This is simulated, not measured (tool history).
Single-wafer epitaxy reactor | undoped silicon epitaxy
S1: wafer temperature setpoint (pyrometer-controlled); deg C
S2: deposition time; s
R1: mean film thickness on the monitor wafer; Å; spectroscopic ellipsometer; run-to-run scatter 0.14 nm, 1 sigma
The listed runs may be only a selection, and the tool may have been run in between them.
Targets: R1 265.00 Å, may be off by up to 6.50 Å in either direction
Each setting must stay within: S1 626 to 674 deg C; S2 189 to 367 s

run 1 day=0.000 | S1=650 S2=278 | R1=424.71
run 2 day=0.362 | S1=650 S2=256 | R1=392.35
run 3 day=0.642 | S1=647 S2=256 | R1=368.32
run 4 day=0.675 | S1=641 S2=256 | R1=331.89
run 5 day=1.038 | S1=647 S2=256 | R1=367.23
run 6 day=1.188 | S1=656 S2=256 | R1=439.77
run 7 day=1.288 | S1=652 S2=255 | R1=410.95
run 8 day=1.379 | S1=649 S2=254 | R1=380.72
run 9 day=1.425 | S1=646 S2=254 | R1=360.21
run 10 day=1.721 | S1=646 S2=254 | R1=359.44
run 11 day=2.042 | S1=644 S2=254 | R1=344.97
run 12 day=2.142 | S1=642 S2=254 | R1=334.67
run 13 day=2.346 | S1=640 S2=254 | R1=323.31
run 14 day=2.708 | S1=638 S2=254 | R1=308.05
run 15 day=2.850 | S1=637 S2=254 | R1=302.30

Of the 4 settings listed for the next run, only one would bring every result within its allowed miss of target. Which one?
run A day=2.992 | S1=638 S2=230 | R1=?
run B day=2.992 | S1=633 S2=239 | R1=?
run C day=2.992 | S1=631 S2=232 | R1=?
run D day=2.992 | S1=631 S2=240 | R1=?

move=A R1=278.58
move=B R1=262.31
move=C R1=244.71
move=D R1=253.15
A: nearer the targets than the last run, but a result is still out of spec
B: meets every target
C: carries the result that was furthest off beyond its target, to the other side
D: carries the result that was furthest off beyond its target, to the other side
Go with B: it meets all targets.

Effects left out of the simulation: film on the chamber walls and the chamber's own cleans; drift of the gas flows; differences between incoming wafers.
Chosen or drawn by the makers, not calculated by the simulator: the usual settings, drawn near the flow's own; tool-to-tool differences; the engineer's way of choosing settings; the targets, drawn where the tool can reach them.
